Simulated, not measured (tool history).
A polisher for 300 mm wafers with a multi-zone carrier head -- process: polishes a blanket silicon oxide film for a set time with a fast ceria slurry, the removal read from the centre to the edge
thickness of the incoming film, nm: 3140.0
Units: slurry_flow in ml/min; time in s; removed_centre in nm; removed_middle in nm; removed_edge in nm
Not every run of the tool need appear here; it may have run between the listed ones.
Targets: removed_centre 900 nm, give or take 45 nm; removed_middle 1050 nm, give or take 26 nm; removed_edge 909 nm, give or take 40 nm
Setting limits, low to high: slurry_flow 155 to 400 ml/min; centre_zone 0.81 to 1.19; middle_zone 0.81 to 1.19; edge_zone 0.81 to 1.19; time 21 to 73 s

Run 1, hour 0: slurry_flow 255 ml/min, centre_zone 1, middle_zone 1, edge_zone 1, time 47 s. Result: removed_centre 1108.7 nm, removed_middle 1066.2 nm, removed_edge 1117.7 nm.
Run 2, hour 1.1: slurry_flow 250 ml/min, centre_zone 0.98, middle_zone 1.03, edge_zone 0.96, time 46 s. Result: removed_centre 1040.6 nm, removed_middle 1066.1 nm, removed_edge 1080.4 nm.
Run 3, hour 2.1: slurry_flow 250 ml/min, centre_zone 0.98, middle_zone 1.06, edge_zone 0.96, time 46 s. Result: removed_centre 1047.6 nm, removed_middle 1075.1 nm, removed_edge 1075.5 nm.
Run 4, hour 6.5: slurry_flow 250 ml/min, centre_zone 0.98, middle_zone 1.06, edge_zone 0.96, time 51 s. Result: removed_centre 1175.5 nm, removed_middle 1200.1 nm, removed_edge 1192.6 nm.
Run 5, hour 14.1: slurry_flow 250 ml/min, centre_zone 0.98, middle_zone 1.06, edge_zone 0.96, time 59 s. Result: removed_centre 1349.1 nm, removed_middle 1391.1 nm, removed_edge 1385.1 nm.
Run 6, hour 19.5: slurry_flow 250 ml/min, centre_zone 0.98, middle_zone 1.06, edge_zone 0.96, time 65 s. Result: removed_centre 1482.8 nm, removed_middle 1527.8 nm, removed_edge 1522.9 nm.
Run 7, hour 26.7: slurry_flow 260 ml/min, centre_zone 0.97, middle_zone 1.08, edge_zone 0.93, time 59 s. Result: removed_centre 1351.3 nm, removed_middle 1411.4 nm, removed_edge 1362 nm.
Run 8, hour 29.5: slurry_flow 270 ml/min, centre_zone 0.95, middle_zone 1.1, edge_zone 0.91, time 54 s. Result: removed_centre 1186 nm, removed_middle 1327.8 nm, removed_edge 1224.4 nm.
At hour 35.6: slurry nozzle cleaned.
Run 9, hour 35.6: slurry_flow 285 ml/min, centre_zone 0.95, middle_zone 1.09, edge_zone 0.89, time 50 s. Result: removed_centre 1163.2 nm, removed_middle 1271.1 nm, removed_edge 1164.5 nm.
Run 10, hour 44.3: slurry_flow 265 ml/min, centre_zone 0.95, middle_zone 1.1, edge_zone 0.87, time 48 s. Result: removed_centre 1122.3 nm, removed_middle 1205.3 nm, removed_edge 1124.8 nm.
Run 11, hour 47.9: slurry_flow 285 ml/min, centre_zone 0.95, middle_zone 1.11, edge_zone 0.88, time 45 s. Result: removed_centre 1044.9 nm, removed_middle 1165.5 nm, removed_edge 1044.3 nm.
Run 12, hour 53.5: slurry_flow 280 ml/min, centre_zone 0.95, middle_zone 1.12, edge_zone 0.88, time 43 s. Result: removed_centre 1031.6 nm, removed_middle 1122.2 nm, removed_edge 981.13 nm.
Run 13, hour 60.6: slurry_flow 270 ml/min, centre_zone 0.94, middle_zone 1.13, edge_zone 0.89, time 42 s. Result: removed_centre 964.73 nm, removed_middle 1096 nm, removed_edge 981.08 nm.
Run 14, hour 69.2: slurry_flow 270 ml/min, centre_zone 0.94, middle_zone 1.14, edge_zone 0.89, time 41 s. Result: removed_centre 920.79 nm, removed_middle 1071.4 nm, removed_edge 943.99 nm.

Pick the move, out of 5, that brings all results within their allowed miss; only one does.
Run A, hour 77.8: slurry_flow 325 ml/min, centre_zone 0.91, middle_zone 1.15, edge_zone 0.87, time 39 s. Result: removed_centre ?, removed_middle ?, removed_edge ?.
Run B, hour 77.8: slurry_flow 285 ml/min, centre_zone 0.88, middle_zone 1.19, edge_zone 1.03, time 41 s. Result: removed_centre ?, removed_middle ?, removed_edge ?.
Run C, hour 77.8: slurry_flow 270 ml/min, centre_zone 0.88, middle_zone 1.16, edge_zone 0.91, time 42 s. Result: removed_centre ?, removed_middle ?, removed_edge ?.
Run D, hour 77.8: slurry_flow 275 ml/min, centre_zone 0.87, middle_zone 1.19, edge_zone 0.88, time 42 s. Result: removed_centre ?, removed_middle ?, removed_edge ?.
Run E, hour 77.8: slurry_flow 185 ml/min, centre_zone 0.88, middle_zone 1.04, edge_zone 0.89, time 46 s. Result: removed_centre ?, removed_middle ?, removed_edge ?.

move  removed_centre  removed_middle  removed_edge
   A          875.44          1047.6        883.17
   B          878.37          1116.9        995.67
   C           894.4          1116.4        958.12
   D          886.09          1140.5        944.52
   E           932.1          1078.4        1006.5
A: hits every target within its allowed miss
B: further off than the last run
C: further off than the last run
D: the worst result of the last run now meets its target, but another is out of spec
E: further off than the last run
The right move is A.
